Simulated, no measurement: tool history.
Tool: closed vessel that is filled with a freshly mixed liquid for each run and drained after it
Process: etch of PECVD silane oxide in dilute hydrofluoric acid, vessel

run  hour  temperature setpoint of the liquid (C)  parts of water to one part of 49 % hydrofluoric acid (parts by volume)  time in the liquid (s)  thickness taken off the PECVD silane oxide on a monitor wafer (Å)
  1   0.0                                    21.0                                                                      95                      30                                                             69.014
  2   3.2                                    19.5                                                                      95                      30                                                             64.369
  3  10.9                                    21.5                                                                      95                      30                                                             70.170
  4  16.0                                    21.5                                                                      95                      30                                                             70.524
  5  19.4                                    21.5                                                                     125                      30                                                             51.235
  6  20.4                                    21.5                                                                     145                      30                                                             42.694
  7  27.6                                    21.5                                                                     145                      30                                                             43.502
  8  28.8                                    23.5                                                                     130                      30                                                             53.969
  9  36.7                                    25.0                                                                     120                      30                                                             62.553
 10  40.0                                    26.0                                                                     110                      30                                                             70.992

Run 11 comes next. What will it give?
 11  46.3                                    26.5                                                                     105                      30                                                                  ?

thickness taken off the PECVD silane oxide on a monitor wafer (Å): 77.371

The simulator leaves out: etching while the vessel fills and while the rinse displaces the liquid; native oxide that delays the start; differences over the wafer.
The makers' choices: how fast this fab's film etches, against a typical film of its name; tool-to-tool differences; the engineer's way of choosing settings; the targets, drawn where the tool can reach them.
